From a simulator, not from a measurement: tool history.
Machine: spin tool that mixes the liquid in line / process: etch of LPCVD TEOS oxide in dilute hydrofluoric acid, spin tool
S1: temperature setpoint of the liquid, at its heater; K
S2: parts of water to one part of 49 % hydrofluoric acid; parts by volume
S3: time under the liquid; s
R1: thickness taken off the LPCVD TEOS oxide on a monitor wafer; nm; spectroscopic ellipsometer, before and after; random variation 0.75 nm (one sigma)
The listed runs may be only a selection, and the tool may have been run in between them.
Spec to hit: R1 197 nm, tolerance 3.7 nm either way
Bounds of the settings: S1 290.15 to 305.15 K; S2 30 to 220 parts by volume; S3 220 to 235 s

| run | hour | S1 | S2 | S3 | R1 |
|---|---|---|---|---|---|
| 1 | 0 | 297.15 | 125 | 220 | 91.109 |
| 2 | 5.7 | 299.15 | 115 | 220 | 108.4 |
| 3 | 10.6 | 297.65 | 115 | 220 | 102.22 |
| 4 | 14.3 | 297.65 | 135 | 220 | 84.926 |
| 5 | 21.2 | 294.15 | 135 | 220 | 74.152 |
| 6 | 25.2 | 294.15 | 175 | 220 | 55.15 |
| 7 | 33.8 | 296.65 | 150 | 220 | 72.426 |
| 8 | 38.4 | 298.65 | 130 | 220 | 92.766 |
| 9 | 39.4 | 300.15 | 115 | 220 | 113.16 |
| 10 | 41.5 | 301.15 | 105 | 220 | 130.13 |
| 11 | 46.6 | 305.15 | 75 | 220 | 220.77 |
| 12 | 48 | 304.65 | 75 | 220 | 217.45 |
| 13 | 55 | 304.15 | 75 | 220 | 213.61 |

4 candidate next runs follow, results not yet known. Just one meets every target within its allowed miss. Identify it.
| A | 62 | 305.15 | 75 | 225 | ? |
| B | 62 | 299.65 | 65 | 220 | ? |
| C | 62 | 305.15 | 85 | 225 | ? |
| D | 62 | 305.15 | 85 | 235 | ? |

| move | R1 |
|---|---|
| A | 228.02 |
| B | 210.93 |
| C | 198.14 |
| D | 206.95 |
A: its largest miss is bigger than the last run's
B: nearer than the last run, and not there yet
C: hits every target within its allowed miss
D: nearer than the last run, and not there yet
C meets every target.

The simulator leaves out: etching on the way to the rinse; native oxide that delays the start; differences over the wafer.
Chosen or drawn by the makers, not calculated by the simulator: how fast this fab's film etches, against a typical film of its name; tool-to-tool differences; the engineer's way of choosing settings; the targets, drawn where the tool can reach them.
